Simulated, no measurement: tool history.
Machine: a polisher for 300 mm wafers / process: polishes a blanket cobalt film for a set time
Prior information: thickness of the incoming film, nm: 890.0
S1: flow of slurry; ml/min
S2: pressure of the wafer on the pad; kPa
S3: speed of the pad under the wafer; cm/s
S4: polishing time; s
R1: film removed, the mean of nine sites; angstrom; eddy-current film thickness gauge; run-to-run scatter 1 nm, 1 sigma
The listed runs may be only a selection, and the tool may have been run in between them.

run 1 hour=0.0 | S1=200 S2=10.3 S3=90 S4=54 | R1=2250.10
run 2 hour=0.9 | S1=200 S2=9.0 S3=90 S4=54 | R1=1947.40
run 3 hour=8.5 | S1=200 S2=7.6 S3=78 S4=53 | R1=1414.50
run 4 hour=11.9 | S1=200 S2=6.9 S3=72 S4=53 | R1=1204.00
run 5 hour=14.0 | S1=200 S2=6.2 S3=68 S4=53 | R1=1018.40
run 6 hour=20.8 | S1=200 S2=6.2 S3=68 S4=54 | R1=1063.30

What does the tool deliver on the next run?
run 7 hour=28.2 | S1=200 S2=5.5 S3=64 S4=54 | R1=?

Run 7 came out at R1 909.91 angstrom.

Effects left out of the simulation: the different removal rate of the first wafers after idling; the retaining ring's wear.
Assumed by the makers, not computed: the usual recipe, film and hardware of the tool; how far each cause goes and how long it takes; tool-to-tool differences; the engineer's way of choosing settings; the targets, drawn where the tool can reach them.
